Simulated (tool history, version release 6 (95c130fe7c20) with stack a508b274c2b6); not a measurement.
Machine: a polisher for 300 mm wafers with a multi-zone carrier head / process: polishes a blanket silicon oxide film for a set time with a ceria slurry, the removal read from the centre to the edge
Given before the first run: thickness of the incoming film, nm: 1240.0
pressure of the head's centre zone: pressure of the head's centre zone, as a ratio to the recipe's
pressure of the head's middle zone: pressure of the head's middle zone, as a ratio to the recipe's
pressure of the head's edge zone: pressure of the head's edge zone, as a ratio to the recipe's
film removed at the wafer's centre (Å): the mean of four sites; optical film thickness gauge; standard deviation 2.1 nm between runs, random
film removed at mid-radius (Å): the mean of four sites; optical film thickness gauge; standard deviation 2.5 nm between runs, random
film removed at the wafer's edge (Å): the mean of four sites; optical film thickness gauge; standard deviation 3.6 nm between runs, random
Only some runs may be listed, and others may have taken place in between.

| run | day | flow of slurry (ml/min) | pressure of the head's centre zone | pressure of the head's middle zone | pressure of the head's edge zone | polishing time (s) | film removed at the wafer's centre (Å) | film removed at mid-radius (Å) | film removed at the wafer's edge (Å) |
|---|---|---|---|---|---|---|---|---|---|
| 1 | 0.000 | 175 | 1.00 | 1.00 | 1.00 | 56 | 2971.1 | 2919.2 | 2849.3 |
| 2 | 0.312 | 185 | 1.00 | 1.01 | 1.00 | 56 | 2950.5 | 2949.0 | 2915.9 |
| 3 | 0.550 | 190 | 1.01 | 1.03 | 0.99 | 56 | 3021.4 | 3030.9 | 2842.3 |
| 4 | 0.871 | 225 | 1.01 | 1.03 | 0.99 | 56 | 3112.9 | 3113.7 | 2950.9 |
| 5 | 1.188 | 225 | 1.01 | 0.98 | 0.99 | 56 | 3087.6 | 3008.2 | 2860.2 |
| 6 | 1.538 | 225 | 0.93 | 0.98 | 0.99 | 56 | 2862.5 | 3023.5 | 2916.6 |
| 7 | 1.725 | 230 | 0.94 | 0.99 | 0.99 | 56 | 2909.6 | 3043.7 | 2998.0 |
| 8 | 1.933 | 230 | 0.94 | 0.99 | 0.99 | 56 | 2893.0 | 3032.7 | 2967.6 |
| 9 | 2.296 | 235 | 0.95 | 1.00 | 0.98 | 56 | 2905.3 | 3091.8 | 2855.6 |
| 10 | 2.379 | 240 | 0.96 | 1.01 | 0.98 | 56 | 2976.6 | 3077.3 | 2914.0 |
| 11 | 2.575 | 245 | 0.96 | 1.02 | 0.98 | 56 | 2980.1 | 3062.7 | 2968.7 |

For run 12, what comes out?
| 12 | 2.804 | 240 | 0.96 | 1.03 | 0.97 | 57 | ? | ? | ? |

Run 12 produced film removed at the wafer's centre (Å) 3002.7, film removed at mid-radius (Å) 3188.5, film removed at the wafer's edge (Å) 2977.4.

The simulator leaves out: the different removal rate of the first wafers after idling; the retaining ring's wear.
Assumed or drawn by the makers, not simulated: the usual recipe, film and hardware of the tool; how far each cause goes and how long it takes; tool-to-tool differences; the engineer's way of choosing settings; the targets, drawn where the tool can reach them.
